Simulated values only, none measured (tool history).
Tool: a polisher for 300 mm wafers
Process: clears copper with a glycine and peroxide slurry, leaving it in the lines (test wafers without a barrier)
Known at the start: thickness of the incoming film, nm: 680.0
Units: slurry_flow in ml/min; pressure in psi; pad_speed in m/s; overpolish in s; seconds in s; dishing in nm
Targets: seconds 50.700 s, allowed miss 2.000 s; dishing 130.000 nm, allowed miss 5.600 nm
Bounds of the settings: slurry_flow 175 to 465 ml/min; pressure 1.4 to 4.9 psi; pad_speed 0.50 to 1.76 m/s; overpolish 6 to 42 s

run	hour	slurry_flow	pressure	pad_speed	overpolish	seconds	dishing
1	0.0	295	3.1	1.12	21	81.574	90.161
2	3.1	330	3.1	1.12	21	81.676	91.371
3	11.0	330	3.7	1.12	21	71.111	100.250
4	18.1	330	3.9	1.14	21	67.871	100.770
5	20.8	330	4.5	1.14	21	60.237	109.070
6	26.5	330	4.5	0.92	21	68.085	102.010
7	28.4	330	4.5	0.92	21	68.457	103.950
8	31.3	330	4.6	0.98	22	64.202	106.450
9	37.8	330	4.6	0.98	22	63.766	109.940
10	40.3	330	4.7	1.02	22	60.859	112.520
11	46.2	330	4.7	1.06	22	60.983	111.170
12	54.0	335	4.7	1.12	22	58.892	113.690
13	60.1	335	4.7	1.16	22	57.609	114.270
14	65.6	335	4.7	1.20	22	56.832	116.350
15	71.6	335	4.7	1.24	22	55.631	113.920

5 next moves are on the table. One of them brings every result within its allowed miss. Which?
A	77.6	330	4.7	1.02	25	?	?
B	77.6	325	4.9	1.36	26	?	?
C	77.6	300	4.4	1.24	20	?	?
D	77.6	365	4.8	1.40	16	?	?
E	77.6	265	4.9	1.60	16	?	?

move	seconds	dishing
A	62.692	119.810
B	51.788	130.760
C	60.082	108.640
D	51.288	105.060
E	47.903	108.700
A: further off than the last run
B: meets every target
C: further off than the last run
D: further off than the last run
E: further off than the last run
The right move is B.
